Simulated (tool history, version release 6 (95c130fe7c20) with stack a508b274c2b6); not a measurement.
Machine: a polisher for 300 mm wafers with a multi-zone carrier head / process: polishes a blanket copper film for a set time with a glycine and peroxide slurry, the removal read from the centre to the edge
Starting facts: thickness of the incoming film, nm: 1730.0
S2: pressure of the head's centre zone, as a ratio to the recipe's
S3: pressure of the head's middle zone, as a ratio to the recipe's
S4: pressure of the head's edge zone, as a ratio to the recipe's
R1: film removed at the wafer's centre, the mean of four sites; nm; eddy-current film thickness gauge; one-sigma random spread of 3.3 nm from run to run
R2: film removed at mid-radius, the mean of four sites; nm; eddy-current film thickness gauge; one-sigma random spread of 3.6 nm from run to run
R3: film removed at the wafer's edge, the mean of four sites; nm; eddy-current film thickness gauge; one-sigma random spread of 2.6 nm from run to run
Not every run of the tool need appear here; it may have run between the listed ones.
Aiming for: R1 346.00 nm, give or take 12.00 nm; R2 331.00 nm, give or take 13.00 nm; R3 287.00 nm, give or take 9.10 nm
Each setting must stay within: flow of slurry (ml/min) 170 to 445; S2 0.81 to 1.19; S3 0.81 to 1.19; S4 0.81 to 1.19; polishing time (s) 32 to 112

{"run": 1, "hour": 0.0, "flow of slurry (ml/min)": 285, "S2": 1.0, "S3": 1.0, "S4": 1.0, "polishing time (s)": 72, "R1": 318.08, "R2": 318.67, "R3": 331.36}
{"run": 2, "hour": 0.9, "flow of slurry (ml/min)": 285, "S2": 1.0, "S3": 1.0, "S4": 1.07, "polishing time (s)": 72, "R1": 321.99, "R2": 322.75, "R3": 335.6}
{"run": 3, "hour": 9.2, "flow of slurry (ml/min)": 285, "S2": 1.0, "S3": 1.0, "S4": 1.12, "polishing time (s)": 72, "R1": 318.96, "R2": 316.07, "R3": 345.25}
{"run": 4, "hour": 18.1, "flow of slurry (ml/min)": 285, "S2": 1.0, "S3": 0.94, "S4": 1.12, "polishing time (s)": 72, "R1": 319.48, "R2": 301.05, "R3": 345.42}
{"run": 5, "hour": 25.0, "flow of slurry (ml/min)": 285, "S2": 1.03, "S3": 0.94, "S4": 1.12, "polishing time (s)": 72, "R1": 333.82, "R2": 300.98, "R3": 346.64}
{"run": 6, "hour": 25.7, "flow of slurry (ml/min)": 285, "S2": 1.03, "S3": 0.94, "S4": 1.12, "polishing time (s)": 79, "R1": 358.92, "R2": 326.6, "R3": 372.72}
{"run": 7, "hour": 30.2, "flow of slurry (ml/min)": 285, "S2": 1.03, "S3": 0.94, "S4": 1.12, "polishing time (s)": 79, "R1": 364.05, "R2": 327.12, "R3": 369.66}
{"run": 8, "hour": 31.7, "flow of slurry (ml/min)": 280, "S2": 1.05, "S3": 0.98, "S4": 1.06, "polishing time (s)": 76, "R1": 355.84, "R2": 332.02, "R3": 350.38}
{"run": 9, "hour": 40.0, "flow of slurry (ml/min)": 275, "S2": 1.07, "S3": 1.0, "S4": 1.02, "polishing time (s)": 74, "R1": 356.77, "R2": 331.01, "R3": 335.08}
{"run": 10, "hour": 48.9, "flow of slurry (ml/min)": 270, "S2": 1.08, "S3": 1.02, "S4": 0.99, "polishing time (s)": 72, "R1": 343.38, "R2": 327.02, "R3": 322.39}
{"run": 11, "hour": 50.8, "flow of slurry (ml/min)": 265, "S2": 1.1, "S3": 1.03, "S4": 0.96, "polishing time (s)": 71, "R1": 352.01, "R2": 323.07, "R3": 312.02}
{"run": 12, "hour": 54.2, "flow of slurry (ml/min)": 255, "S2": 1.08, "S3": 1.11, "S4": 0.86, "polishing time (s)": 69, "R1": 330.82, "R2": 333.37, "R3": 287.43}
{"run": 13, "hour": 56.2, "flow of slurry (ml/min)": 255, "S2": 1.09, "S3": 1.11, "S4": 0.86, "polishing time (s)": 69, "R1": 334.04, "R2": 336.99, "R3": 290.87}

Below are 4 possible settings for the next run. Only one of them brings all results inside the allowed miss of their targets. Which is it?
{"run": "A", "hour": 58.2, "flow of slurry (ml/min)": 325, "S2": 0.99, "S3": 1.12, "S4": 0.84, "polishing time (s)": 69, "R1": "?", "R2": "?", "R3": "?"}
{"run": "B", "hour": 58.2, "flow of slurry (ml/min)": 275, "S2": 1.08, "S3": 1.14, "S4": 0.94, "polishing time (s)": 65, "R1": "?", "R2": "?", "R3": "?"}
{"run": "C", "hour": 58.2, "flow of slurry (ml/min)": 200, "S2": 1.05, "S3": 1.07, "S4": 0.89, "polishing time (s)": 71, "R1": "?", "R2": "?", "R3": "?"}
{"run": "D", "hour": 58.2, "flow of slurry (ml/min)": 285, "S2": 1.11, "S3": 1.09, "S4": 0.84, "polishing time (s)": 69, "R1": "?", "R2": "?", "R3": "?"}

move=A R1=304.24 R2=339.26 R3=287.77
move=B R1=309.21 R2=320.84 R3=282.58
move=C R1=320.40 R2=324.96 R3=296.59
move=D R1=338.18 R2=328.49 R3=286.05
A: moves away from the targets compared with the last run
B: moves away from the targets compared with the last run
C: moves away from the targets compared with the last run
D: every result lands within tolerance
Move D is the one to make.
